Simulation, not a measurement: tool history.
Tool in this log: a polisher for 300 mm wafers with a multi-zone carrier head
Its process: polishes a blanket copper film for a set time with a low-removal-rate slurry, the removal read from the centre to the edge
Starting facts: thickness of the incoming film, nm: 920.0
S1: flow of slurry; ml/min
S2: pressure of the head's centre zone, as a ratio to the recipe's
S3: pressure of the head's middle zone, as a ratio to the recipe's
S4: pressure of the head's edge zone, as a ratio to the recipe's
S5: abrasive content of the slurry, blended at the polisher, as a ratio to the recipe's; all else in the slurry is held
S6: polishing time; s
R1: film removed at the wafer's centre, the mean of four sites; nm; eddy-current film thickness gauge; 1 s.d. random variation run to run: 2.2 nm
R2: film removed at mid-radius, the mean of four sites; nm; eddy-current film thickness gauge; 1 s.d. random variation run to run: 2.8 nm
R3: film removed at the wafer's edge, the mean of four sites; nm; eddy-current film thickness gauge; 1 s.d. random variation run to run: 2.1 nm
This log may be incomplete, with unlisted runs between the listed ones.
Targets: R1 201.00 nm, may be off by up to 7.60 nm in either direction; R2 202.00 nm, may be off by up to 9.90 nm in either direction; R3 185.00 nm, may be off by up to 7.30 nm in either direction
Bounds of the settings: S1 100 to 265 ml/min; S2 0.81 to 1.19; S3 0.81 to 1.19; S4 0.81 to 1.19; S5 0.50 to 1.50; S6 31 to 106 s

run    day   S1    S2    S3    S4    S5  S6      R1      R2      R3
  1  0.000  170  1.00  1.00  1.00  1.00  68  141.98  145.30  156.76
  2  0.362  170  1.00  1.00  1.00  1.00  52  106.75  108.85  119.03
  3  0.733  170  1.00  1.00  1.07  1.00  52  108.43  108.36  122.46
  4  0.788  170  1.00  1.00  1.10  1.00  52  107.07  110.94  124.30
  5  1.096  175  1.02  1.02  1.10  1.05  54  116.50  117.06  130.20
  6  1.462  180  1.03  1.04  1.09  1.10  56  123.20  123.67  136.82
  7  1.550  185  1.04  1.06  1.06  1.10  58  127.58  133.14  141.02
  8  1.875  190  1.06  1.07  1.04  1.15  60  135.62  138.86  144.22
  9  2.146  195  1.08  1.08  1.04  1.20  62  145.08  145.63  150.44
 10  2.212  200  1.09  1.09  1.03  1.25  63  152.47  156.24  154.30
 11  2.546  205  1.10  1.10  1.03  1.30  64  156.53  156.21  157.41
 12  2.900  210  1.11  1.11  1.03  1.30  65  163.81  159.97  161.18
 13  2.954  210  1.11  1.12  1.02  1.30  66  164.94  164.95  158.81
 14  3.012  210  1.11  1.13  1.02  1.35  67  168.22  167.73  164.92
 15  3.367  215  1.11  1.14  1.02  1.35  68  173.10  173.87  167.92
     3.538  -- edge zone pressure recalibrated
 16  3.538  220  1.11  1.15  1.02  1.35  69  174.84  176.26  163.37
 17  3.775  220  1.11  1.15  1.02  1.35  70  180.25  187.25  163.51
 18  3.850  220  1.11  1.15  1.02  1.35  71  179.37  182.92  168.11
 19  4.038  220  1.11  1.15  1.02  1.35  71  179.31  184.22  165.86
 20  4.062  220  1.11  1.15  1.02  1.35  72  183.95  186.49  168.69
 21  4.192  215  1.12  1.16  1.02  1.45  74  192.60  198.04  175.91

Below are 4 possible settings for the next run. Only one of them brings all results inside the allowed miss of their targets. Which is it?
  A  4.321  200  1.07  1.16  0.99  1.50  73   ?   ?   ?
  B  4.321  210  1.13  1.13  1.01  1.50  77   ?   ?   ?
  C  4.321  175  1.04  1.14  0.91  1.50  77   ?   ?   ?
  D  4.321  160  1.02  1.02  1.07  1.50  81   ?   ?   ?

move      R1      R2      R3
   A  180.62  193.22  171.41
   B  202.36  200.19  183.31
   C  182.23  198.02  172.02
   D  185.79  187.57  194.51
A: the biggest miss grows against the last run
B: all results land within tolerance of their targets
C: the biggest miss grows against the last run
D: the result that was furthest off in the last run now lies on the other side of its target
Correct choice: B, which meets every target
